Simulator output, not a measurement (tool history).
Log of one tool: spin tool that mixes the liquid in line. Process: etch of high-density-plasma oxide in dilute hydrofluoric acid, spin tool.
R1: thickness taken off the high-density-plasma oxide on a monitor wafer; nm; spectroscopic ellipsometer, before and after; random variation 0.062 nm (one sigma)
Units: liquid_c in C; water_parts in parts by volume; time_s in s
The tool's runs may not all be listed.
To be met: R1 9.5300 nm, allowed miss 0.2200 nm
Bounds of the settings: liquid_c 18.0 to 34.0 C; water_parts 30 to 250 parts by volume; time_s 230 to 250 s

run 1 hour=0.0 | liquid_c=26.0 water_parts=140 time_s=230 | R1=8.4518
run 2 hour=6.5 | liquid_c=26.5 water_parts=140 time_s=230 | R1=8.5818
run 3 hour=8.1 | liquid_c=26.5 water_parts=100 time_s=230 | R1=12.7890
run 4 hour=11.2 | liquid_c=25.0 water_parts=100 time_s=230 | R1=12.0330
run 5 hour=19.3 | liquid_c=25.0 water_parts=100 time_s=230 | R1=11.9590
run 6 hour=26.2 | liquid_c=27.5 water_parts=100 time_s=230 | R1=13.1940
run 7 hour=27.4 | liquid_c=25.5 water_parts=100 time_s=230 | R1=12.2480
run 8 hour=28.2 | liquid_c=24.0 water_parts=100 time_s=230 | R1=11.5120

4 next moves are on the table. One of them brings every result within its allowed miss. Which?
run A hour=29.0 | liquid_c=25.0 water_parts=125 time_s=250 | R1=?
run B hour=29.0 | liquid_c=27.0 water_parts=125 time_s=230 | R1=?
run C hour=29.0 | liquid_c=23.5 water_parts=115 time_s=230 | R1=?
run D hour=29.0 | liquid_c=22.5 water_parts=105 time_s=230 | R1=?

move=A R1=10.0010
move=B R1=9.9303
move=C R1=9.5468
move=D R1=10.1680
A: nearer than the last run, and not there yet
B: nearer than the last run, and not there yet
C: meets every target
D: nearer than the last run, and not there yet
Answer: C
